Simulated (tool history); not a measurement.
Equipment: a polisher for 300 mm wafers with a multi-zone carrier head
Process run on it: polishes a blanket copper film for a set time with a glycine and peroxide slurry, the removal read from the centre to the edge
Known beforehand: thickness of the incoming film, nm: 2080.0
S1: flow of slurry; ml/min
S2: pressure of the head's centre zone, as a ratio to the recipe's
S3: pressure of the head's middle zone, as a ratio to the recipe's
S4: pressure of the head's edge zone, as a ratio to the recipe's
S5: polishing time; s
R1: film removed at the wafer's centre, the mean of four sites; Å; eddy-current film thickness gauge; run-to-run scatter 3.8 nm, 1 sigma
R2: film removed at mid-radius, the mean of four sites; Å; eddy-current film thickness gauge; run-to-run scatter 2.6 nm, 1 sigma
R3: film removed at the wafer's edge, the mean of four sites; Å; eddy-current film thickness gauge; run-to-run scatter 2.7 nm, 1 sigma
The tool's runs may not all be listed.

Run 1, hour 0.0: S1 235 ml/min, S2 1.00, S3 1.00, S4 1.00, S5 74 s. Result: R1 3645.9 Å, R2 3662.4 Å, R3 3759.5 Å.
Run 2, hour 4.8: S1 235 ml/min, S2 1.00, S3 1.00, S4 0.93, S5 74 s. Result: R1 3682.5 Å, R2 3679.1 Å, R3 3558.1 Å.
Run 3, hour 8.6: S1 235 ml/min, S2 1.00, S3 0.92, S4 0.93, S5 74 s. Result: R1 3671.2 Å, R2 3401.2 Å, R3 3569.9 Å.
Run 4, hour 10.8: S1 235 ml/min, S2 0.99, S3 0.93, S4 0.91, S5 72 s. Result: R1 3503.1 Å, R2 3300.5 Å, R3 3497.7 Å.
Run 5, hour 13.7: S1 235 ml/min, S2 0.99, S3 0.93, S4 0.99, S5 72 s. Result: R1 3476.9 Å, R2 3366.8 Å, R3 3639.3 Å.
Run 6, hour 17.1: S1 230 ml/min, S2 0.99, S3 0.95, S4 0.96, S5 70 s. Result: R1 3446.8 Å, R2 3284.0 Å, R3 3457.0 Å.
Run 7, hour 18.1: S1 225 ml/min, S2 0.98, S3 0.97, S4 0.93, S5 68 s. Result: R1 3223.4 Å, R2 3322.2 Å, R3 3336.8 Å.
Run 8, hour 23.5: S1 225 ml/min, S2 0.99, S3 0.98, S4 0.91, S5 66 s. Result: R1 3149.0 Å, R2 3220.5 Å, R3 3127.8 Å.
Run 9, hour 27.8: S1 220 ml/min, S2 0.99, S3 0.98, S4 0.89, S5 66 s. Result: R1 3258.6 Å, R2 3234.4 Å, R3 3103.9 Å.
Run 10, hour 35.0: S1 220 ml/min, S2 0.99, S3 0.98, S4 0.88, S5 65 s. Result: R1 3094.8 Å, R2 3144.7 Å, R3 3003.9 Å.
Run 11, hour 43.8: S1 215 ml/min, S2 0.99, S3 0.98, S4 0.87, S5 65 s. Result: R1 3140.5 Å, R2 3105.2 Å, R3 3075.8 Å.
Run 12, hour 45.4: S1 225 ml/min, S2 0.99, S3 0.99, S4 0.86, S5 64 s. Result: R1 3096.7 Å, R2 3168.1 Å, R3 3014.6 Å.

Run 13 is up next; what results do you expect?
Run 13, hour 46.4: S1 220 ml/min, S2 0.99, S3 1.00, S4 0.85, S5 64 s. Result: R1 ?, R2 ?, R3 ?.

For run 13 the tool returned R1 3111.5 Å, R2 3162.4 Å, R3 2974.6 Å.

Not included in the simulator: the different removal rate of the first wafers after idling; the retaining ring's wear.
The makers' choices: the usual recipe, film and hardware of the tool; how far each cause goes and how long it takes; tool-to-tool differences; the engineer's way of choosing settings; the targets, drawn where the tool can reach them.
